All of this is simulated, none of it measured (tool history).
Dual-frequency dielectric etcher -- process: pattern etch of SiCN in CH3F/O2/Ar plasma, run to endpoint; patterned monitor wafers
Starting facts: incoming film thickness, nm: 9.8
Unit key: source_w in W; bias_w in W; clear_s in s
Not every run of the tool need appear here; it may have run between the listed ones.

run,hour,source_w,bias_w,clear_s
1,0.0,450,86,22.793
2,5.0,470,88,22.281
3,11.7,490,90,21.659
4,19.2,510,91,21.175
5,19.7,540,91,20.667
6,26.6,540,81,22.099
7,33.1,550,83,21.583
8,41.2,560,85,21.195
9,46.1,570,86,20.792

Estimate the outcome of run 10 from the log above:
10,53.3,580,87,?

Run 10 gave clear_s 20.670 s.
